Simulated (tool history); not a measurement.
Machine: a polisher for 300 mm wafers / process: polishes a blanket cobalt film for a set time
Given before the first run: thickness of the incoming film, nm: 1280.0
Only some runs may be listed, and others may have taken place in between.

run,hour,flow of slurry (ml/min),pressure of the wafer on the pad (kPa),speed of the pad under the wafer (m/s),polishing time (s),film removed (nm)
1,0,135,14.5,0.82,87,289.89
2,4.8,135,14.5,0.82,91,306.22
3,10.5,140,15.2,0.82,91,317.3
4,16.2,140,15.2,0.74,91,289.03
5,24.1,140,15.9,0.74,91,296.68
6,27.4,140,15.9,0.82,91,331.28

Forecast run 7:
7,33.6,170,20,0.82,91,?

film removed (nm): 406.28
